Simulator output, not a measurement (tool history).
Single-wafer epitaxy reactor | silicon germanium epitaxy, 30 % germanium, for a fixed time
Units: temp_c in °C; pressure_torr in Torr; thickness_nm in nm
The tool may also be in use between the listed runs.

Run 1, hour 0: temp_c 590 °C, pressure_torr 21.8 Torr. Result: thickness_nm 48.218 nm.
Run 2, hour 6.9: temp_c 584 °C, pressure_torr 21.8 Torr. Result: thickness_nm 42.732 nm.
Run 3, hour 11.1: temp_c 592 °C, pressure_torr 22.1 Torr. Result: thickness_nm 50.59 nm.
Run 4, hour 15.7: temp_c 599 °C, pressure_torr 22.1 Torr. Result: thickness_nm 58.825 nm.
Run 5, hour 23.2: temp_c 599 °C, pressure_torr 19.6 Torr. Result: thickness_nm 56.786 nm.
Run 6, hour 28.5: temp_c 602 °C, pressure_torr 19.7 Torr. Result: thickness_nm 60.283 nm.
Run 7, hour 31.7: temp_c 604 °C, pressure_torr 19.8 Torr. Result: thickness_nm 63.235 nm.
Run 8, hour 37.9: temp_c 605 °C, pressure_torr 19.9 Torr. Result: thickness_nm 64.468 nm.

Forecast run 9:
Run 9, hour 40: temp_c 606 °C, pressure_torr 20 Torr. Result: thickness_nm ?.

thickness_nm: 65.837 nm
